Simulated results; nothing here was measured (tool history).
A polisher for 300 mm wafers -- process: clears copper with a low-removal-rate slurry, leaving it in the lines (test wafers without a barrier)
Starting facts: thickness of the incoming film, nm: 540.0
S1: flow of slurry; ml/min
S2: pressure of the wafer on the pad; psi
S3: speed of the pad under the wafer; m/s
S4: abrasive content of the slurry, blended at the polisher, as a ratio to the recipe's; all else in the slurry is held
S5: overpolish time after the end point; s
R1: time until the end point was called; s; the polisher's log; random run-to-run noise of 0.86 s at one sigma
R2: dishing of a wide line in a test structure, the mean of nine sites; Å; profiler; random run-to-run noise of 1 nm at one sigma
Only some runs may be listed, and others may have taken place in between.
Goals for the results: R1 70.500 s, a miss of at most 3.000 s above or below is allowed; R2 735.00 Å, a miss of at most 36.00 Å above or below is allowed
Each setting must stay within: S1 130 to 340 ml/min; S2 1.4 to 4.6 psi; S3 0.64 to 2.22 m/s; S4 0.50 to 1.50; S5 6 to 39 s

{"run": 1, "hour": 0.0, "S1": 220, "S2": 3.0, "S3": 1.42, "S4": 1.0, "S5": 20, "R1": 109.47, "R2": 549.82}
{"run": 2, "hour": 3.7, "S1": 220, "S2": 2.4, "S3": 1.42, "S4": 1.0, "S5": 20, "R1": 133.31, "R2": 474.13}
{"run": 3, "hour": 9.6, "S1": 220, "S2": 2.4, "S3": 1.42, "S4": 0.85, "S5": 20, "R1": 139.56, "R2": 463.03}
{"run": 4, "hour": 14.1, "S1": 220, "S2": 2.4, "S3": 1.64, "S4": 0.85, "S5": 20, "R1": 125.9, "R2": 486.55}
{"run": 5, "hour": 21.8, "S1": 220, "S2": 2.8, "S3": 1.66, "S4": 0.85, "S5": 20, "R1": 110.19, "R2": 550.03}
{"run": 6, "hour": 24.1, "S1": 220, "S2": 2.8, "S3": 1.66, "S4": 1.05, "S5": 20, "R1": 104.52, "R2": 578.86}
{"run": 7, "hour": 31.4, "S1": 220, "S2": 3.1, "S3": 1.66, "S4": 1.05, "S5": 20, "R1": 94.916, "R2": 605.3}
{"run": 8, "hour": 34.8, "S1": 220, "S2": 3.3, "S3": 1.66, "S4": 1.05, "S5": 20, "R1": 91.384, "R2": 622.75}
{"run": 9, "hour": 40.7, "S1": 225, "S2": 4.1, "S3": 1.7, "S4": 1.05, "S5": 19, "R1": 75.691, "R2": 702.27}

5 candidate next runs follow, results not yet known. Just one meets every target within its allowed miss. Identify it.
{"run": "A", "hour": 46.6, "S1": 210, "S2": 4.3, "S3": 1.46, "S4": 1.0, "S5": 20, "R1": "?", "R2": "?"}
{"run": "B", "hour": 46.6, "S1": 210, "S2": 4.1, "S3": 1.6, "S4": 1.0, "S5": 19, "R1": "?", "R2": "?"}
{"run": "C", "hour": 46.6, "S1": 270, "S2": 4.1, "S3": 1.74, "S4": 1.05, "S5": 19, "R1": "?", "R2": "?"}
{"run": "D", "hour": 46.6, "S1": 260, "S2": 3.8, "S3": 1.9, "S4": 1.15, "S5": 16, "R1": "?", "R2": "?"}
{"run": "E", "hour": 46.6, "S1": 215, "S2": 4.0, "S3": 1.4, "S4": 1.25, "S5": 23, "R1": "?", "R2": "?"}

move=A R1=81.070 R2=717.08
move=B R1=79.577 R2=698.70
move=C R1=72.183 R2=745.56
move=D R1=71.418 R2=664.77
move=E R1=84.313 R2=761.26
A: the biggest miss grows against the last run
B: the biggest miss grows against the last run
C: all results land within tolerance of their targets
D: brings the last run's worst result on target, with another outside its allowed miss
E: the biggest miss grows against the last run
So the answer is move C, the one that meets all the targets.
